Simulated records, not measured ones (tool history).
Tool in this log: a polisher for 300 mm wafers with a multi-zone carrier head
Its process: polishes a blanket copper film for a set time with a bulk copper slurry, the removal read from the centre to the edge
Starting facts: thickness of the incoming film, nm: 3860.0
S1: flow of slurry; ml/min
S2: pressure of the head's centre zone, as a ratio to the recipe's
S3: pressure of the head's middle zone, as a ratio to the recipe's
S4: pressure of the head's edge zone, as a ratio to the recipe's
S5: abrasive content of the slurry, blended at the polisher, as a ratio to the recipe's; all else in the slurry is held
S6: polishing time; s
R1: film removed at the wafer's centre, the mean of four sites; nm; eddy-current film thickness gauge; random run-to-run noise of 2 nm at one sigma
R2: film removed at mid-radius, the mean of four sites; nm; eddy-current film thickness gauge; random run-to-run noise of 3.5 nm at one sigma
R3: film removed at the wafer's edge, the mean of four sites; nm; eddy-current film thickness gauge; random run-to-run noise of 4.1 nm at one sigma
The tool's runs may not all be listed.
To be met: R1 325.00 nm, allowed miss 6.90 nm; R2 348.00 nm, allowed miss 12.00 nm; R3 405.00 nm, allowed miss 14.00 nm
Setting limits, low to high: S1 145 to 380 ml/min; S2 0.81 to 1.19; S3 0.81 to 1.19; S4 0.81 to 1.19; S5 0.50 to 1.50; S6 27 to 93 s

run  hour   S1    S2    S3    S4    S5  S6      R1      R2      R3
  1   0.0  245  1.00  1.00  1.00  1.00  59  563.35  514.61  514.01
  2   6.2  245  1.06  1.00  1.00  1.00  59  594.87  511.35  519.55
  3   8.7  245  1.06  0.96  1.00  1.00  59  596.47  507.52  522.80
  4  15.1  275  1.06  0.96  1.00  1.00  59  603.19  508.27  525.46
  5  17.5  250  1.06  0.96  1.00  1.00  59  594.33  495.01  520.55
  6  22.2  235  1.02  0.96  1.03  0.95  57  538.08  480.98  516.74
  7  26.3  230  0.99  0.94  1.02  0.90  56  509.40  466.33  489.32
  8  31.2  225  0.97  0.92  1.03  0.85  54  484.17  423.90  474.58
  9  35.7  215  0.95  0.93  1.05  0.80  53  451.33  421.14  461.24
 10  36.7  210  0.93  0.92  1.06  0.75  52  432.54  405.11  443.35
 11  44.4  200  0.91  0.92  1.08  0.75  51  411.42  393.26  437.93
 12  46.7  190  0.90  0.92  1.10  0.70  51  398.44  385.22  440.20
 13  48.4  185  0.89  0.92  1.11  0.65  51  392.94  377.95  434.96
 14  56.1  180  0.88  0.93  1.12  0.65  50  371.89  366.38  426.69
 15  62.9  175  0.87  0.93  1.12  0.65  50  368.79  378.76  427.68
 16  68.6  170  0.86  0.93  1.12  0.65  50  365.30  376.02  421.82
 17  72.6  155  0.81  0.92  1.19  0.50  48  312.80  335.05  399.09
 18  78.9  160  0.81  0.92  1.19  0.50  48  315.43  337.37  402.15
 19  85.6  165  0.81  0.92  1.19  0.50  48  319.48  347.56  406.87

4 candidate next runs follow, results not yet known. Just one meets every target within its allowed miss. Identify it.
  A  92.3  195  0.88  1.01  1.15  0.70  42   ?   ?   ?
  B  92.3  145  0.81  0.90  1.09  0.75  48   ?   ?   ?
  C  92.3  200  0.86  0.94  1.15  0.60  46   ?   ?   ?
  D  92.3  145  0.83  0.93  1.19  0.50  47   ?   ?   ?

move      R1      R2      R3
   A  321.49  345.89  361.70
   B  324.08  347.20  393.32
   C  338.54  351.45  389.76
   D  309.26  331.89  382.98
A: the worst result of the last run now meets its target, but another is out of spec
B: every result lands within tolerance
C: takes the result that was furthest off past its target
D: lands further from the targets than the last run did
Correct choice: B, which meets every target
